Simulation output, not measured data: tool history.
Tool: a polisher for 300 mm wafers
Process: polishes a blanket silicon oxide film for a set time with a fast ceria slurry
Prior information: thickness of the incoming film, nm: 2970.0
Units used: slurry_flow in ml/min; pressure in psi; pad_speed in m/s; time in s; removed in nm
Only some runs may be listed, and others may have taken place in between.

| run | day | slurry_flow | pressure | pad_speed | time | removed |
|---|---|---|---|---|---|---|
| 1 | 0.000 | 275 | 1.9 | 1.02 | 56 | 671.23 |
| 2 | 0.292 | 335 | 1.9 | 1.02 | 56 | 665.64 |
| 3 | 0.458 | 335 | 2.1 | 1.02 | 56 | 746.93 |
| 4 | 0.767 | 335 | 1.6 | 1.02 | 56 | 580.14 |
| 5 | 1.008 | 335 | 1.8 | 1.04 | 56 | 662.98 |
| 6 | 1.092 | 335 | 2.0 | 1.04 | 56 | 748.84 |
| 7 | 1.308 | 335 | 2.1 | 1.04 | 56 | 767.38 |
| 8 | 1.371 | 335 | 2.2 | 1.04 | 56 | 790.43 |

For run 9, what comes out?
| 9 | 1.625 | 335 | 2.3 | 1.04 | 56 | ? |

{"run 9": {"removed": 824.4}}
